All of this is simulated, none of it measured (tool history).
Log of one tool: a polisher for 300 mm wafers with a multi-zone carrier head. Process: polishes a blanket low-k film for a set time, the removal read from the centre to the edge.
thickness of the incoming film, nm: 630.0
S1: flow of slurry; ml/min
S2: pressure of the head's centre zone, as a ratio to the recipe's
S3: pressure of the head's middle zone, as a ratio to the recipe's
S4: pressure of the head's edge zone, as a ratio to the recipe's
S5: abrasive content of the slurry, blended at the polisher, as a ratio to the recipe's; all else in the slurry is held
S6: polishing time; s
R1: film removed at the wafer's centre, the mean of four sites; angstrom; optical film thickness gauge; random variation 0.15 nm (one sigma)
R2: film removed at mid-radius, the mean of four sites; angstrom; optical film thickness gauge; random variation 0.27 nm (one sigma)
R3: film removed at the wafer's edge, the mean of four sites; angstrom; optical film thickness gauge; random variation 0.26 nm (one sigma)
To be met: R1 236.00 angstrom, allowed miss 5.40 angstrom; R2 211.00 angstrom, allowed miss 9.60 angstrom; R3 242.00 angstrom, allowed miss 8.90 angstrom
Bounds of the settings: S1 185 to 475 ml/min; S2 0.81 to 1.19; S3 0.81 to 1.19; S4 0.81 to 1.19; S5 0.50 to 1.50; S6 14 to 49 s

{"run": 1, "day": 0.0, "S1": 305, "S2": 1.0, "S3": 1.0, "S4": 1.0, "S5": 1.0, "S6": 31, "R1": 145.32, "R2": 143.6, "R3": 145.66}
{"run": 2, "day": 0.025, "S1": 305, "S2": 1.01, "S3": 0.99, "S4": 1.03, "S5": 1.1, "S6": 32, "R1": 162.07, "R2": 165.84, "R3": 159.64}
{"run": 3, "day": 0.183, "S1": 285, "S2": 1.01, "S3": 0.96, "S4": 1.03, "S5": 1.15, "S6": 34, "R1": 173.65, "R2": 168.84, "R3": 175.38}
{"run": 4, "day": 0.55, "S1": 285, "S2": 1.01, "S3": 0.96, "S4": 1.03, "S5": 1.15, "S6": 38, "R1": 192.41, "R2": 185.99, "R3": 196.09}
{"run": 5, "day": 0.817, "S1": 285, "S2": 1.01, "S3": 0.89, "S4": 1.03, "S5": 1.15, "S6": 38, "R1": 191.4, "R2": 178.97, "R3": 201.03}
{"run": 6, "day": 1.175, "S1": 295, "S2": 1.02, "S3": 0.89, "S4": 1.06, "S5": 1.2, "S6": 38, "R1": 199.44, "R2": 182.6, "R3": 206.56}
{"run": 7, "day": 1.317, "S1": 290, "S2": 1.02, "S3": 0.89, "S4": 1.07, "S5": 1.25, "S6": 38, "R1": 204.12, "R2": 183.19, "R3": 207.71}
{"run": 8, "day": 1.529, "S1": 290, "S2": 1.01, "S3": 0.89, "S4": 1.07, "S5": 1.3, "S6": 38, "R1": 207.38, "R2": 186.83, "R3": 210.17}
{"run": 9, "day": 1.604, "S1": 285, "S2": 1.01, "S3": 0.89, "S4": 1.08, "S5": 1.35, "S6": 39, "R1": 214.85, "R2": 199.16, "R3": 226.58}
{"run": 10, "day": 1.8, "S1": 295, "S2": 1.02, "S3": 0.89, "S4": 1.09, "S5": 1.35, "S6": 39, "R1": 216.73, "R2": 197.69, "R3": 221.73}
{"run": 11, "day": 1.929, "S1": 290, "S2": 1.02, "S3": 0.89, "S4": 1.09, "S5": 1.4, "S6": 39, "R1": 221.18, "R2": 199.77, "R3": 225.8}
{"run": 12, "day": 2.3, "S1": 290, "S2": 1.02, "S3": 0.89, "S4": 1.1, "S5": 1.4, "S6": 39, "R1": 217.33, "R2": 199.45, "R3": 225.69}
{"run": 13, "day": 2.442, "S1": 295, "S2": 1.02, "S3": 0.89, "S4": 1.1, "S5": 1.4, "S6": 39, "R1": 224.64, "R2": 202.53, "R3": 232.72}
{"run": 14, "day": 2.767, "S1": 305, "S2": 1.02, "S3": 0.89, "S4": 1.1, "S5": 1.4, "S6": 39, "R1": 223.37, "R2": 200.5, "R3": 229.43}
{"run": 15, "day": 3.1, "S1": 310, "S2": 1.02, "S3": 0.89, "S4": 1.11, "S5": 1.4, "S6": 39, "R1": 223.57, "R2": 198.72, "R3": 231.87}

Which of these 4 next moves meets every target?
{"run": "A", "day": 3.433, "S1": 315, "S2": 0.95, "S3": 0.97, "S4": 1.07, "S5": 1.45, "S6": 41, "R1": "?", "R2": "?", "R3": "?"}
{"run": "B", "day": 3.433, "S1": 325, "S2": 1.03, "S3": 0.9, "S4": 1.09, "S5": 1.45, "S6": 40, "R1": "?", "R2": "?", "R3": "?"}
{"run": "C", "day": 3.433, "S1": 245, "S2": 0.91, "S3": 0.94, "S4": 0.93, "S5": 1.5, "S6": 44, "R1": "?", "R2": "?", "R3": "?"}
{"run": "D", "day": 3.433, "S1": 185, "S2": 1.09, "S3": 1.1, "S4": 1.05, "S5": 1.5, "S6": 39, "R1": "?", "R2": "?", "R3": "?"}

move=A R1=221.77 R2=229.57 R3=243.41
move=B R1=235.42 R2=210.95 R3=240.49
move=C R1=223.55 R2=236.27 R3=242.10
move=D R1=226.00 R2=228.14 R3=219.33
A: further off than the last run
B: meets every target
C: further off than the last run
D: further off than the last run
Move B is the one to make.
